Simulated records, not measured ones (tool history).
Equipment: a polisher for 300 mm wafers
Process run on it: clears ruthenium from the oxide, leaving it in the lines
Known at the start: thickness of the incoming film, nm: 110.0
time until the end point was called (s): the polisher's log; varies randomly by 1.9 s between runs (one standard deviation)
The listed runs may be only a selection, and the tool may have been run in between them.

run  hour  flow of slurry (ml/min)  pressure of the wafer on the pad (kPa)  speed of the pad under the wafer (cm/s)  overpolish time after the end point (s)  time until the end point was called (s)
  1     0                      225                                    12.4                                      126                                       19                                   85.725
  2   4.2                      175                                    12.4                                      126                                       19                                   89.071
  3   5.1                      175                                    12.4                                      126                                       20                                   91.985
  4   9.3                      175                                    12.4                                      152                                       20                                   74.453
  5  12.2                      175                                    12.4                                      180                                       20                                   66.023
  6  13.1                      170                                      11                                      174                                       20                                   74.298
  7  15.8                      165                                    10.3                                      166                                       20                                   82.091

Predict the results of run 8:
  8  21.1                      165                                     9.7                                      160                                       20                                        ?

Run 8 came out at time until the end point was called (s) 89.221.
